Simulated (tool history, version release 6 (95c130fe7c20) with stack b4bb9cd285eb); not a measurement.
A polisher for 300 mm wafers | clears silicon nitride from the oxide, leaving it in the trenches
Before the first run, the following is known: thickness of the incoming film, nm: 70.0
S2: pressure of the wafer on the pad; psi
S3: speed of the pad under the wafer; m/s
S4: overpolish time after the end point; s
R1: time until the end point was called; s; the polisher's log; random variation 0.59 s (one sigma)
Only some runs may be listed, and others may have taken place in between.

{"run": 1, "hour": 0.0, "flow of slurry (ml/min)": 230, "S2": 3.3, "S3": 0.84, "S4": 20, "R1": 95.677}
{"run": 2, "hour": 4.4, "flow of slurry (ml/min)": 230, "S2": 3.8, "S3": 0.84, "S4": 20, "R1": 83.425}
{"run": 3, "hour": 10.1, "flow of slurry (ml/min)": 270, "S2": 3.8, "S3": 0.84, "S4": 20, "R1": 81.667}
{"run": 4, "hour": 16.6, "flow of slurry (ml/min)": 270, "S2": 3.8, "S3": 1, "S4": 20, "R1": 70.031}
{"run": 5, "hour": 17.3, "flow of slurry (ml/min)": 270, "S2": 4, "S3": 1, "S4": 20, "R1": 65.872}
{"run": 6, "hour": 23.6, "flow of slurry (ml/min)": 270, "S2": 4, "S3": 1, "S4": 20, "R1": 65.694}
{"run": 7, "hour": 27.0, "flow of slurry (ml/min)": 270, "S2": 4.2, "S3": 1, "S4": 20, "R1": 62.78}
{"run": 8, "hour": 32.6, "flow of slurry (ml/min)": 270, "S2": 4.3, "S3": 1, "S4": 20, "R1": 59.767}
{"run": 9, "hour": 38.9, "flow of slurry (ml/min)": 270, "S2": 4.4, "S3": 1, "S4": 20, "R1": 60.173}
{"run": 10, "hour": 44.0, "flow of slurry (ml/min)": 270, "S2": 4.5, "S3": 1, "S4": 20, "R1": 57.852}

Run 11, settings as shown, results not yet in. Your forecast:
{"run": 11, "hour": 52.6, "flow of slurry (ml/min)": 270, "S2": 4.6, "S3": 1, "S4": 20, "R1": "?"}

R1: 56.26 s

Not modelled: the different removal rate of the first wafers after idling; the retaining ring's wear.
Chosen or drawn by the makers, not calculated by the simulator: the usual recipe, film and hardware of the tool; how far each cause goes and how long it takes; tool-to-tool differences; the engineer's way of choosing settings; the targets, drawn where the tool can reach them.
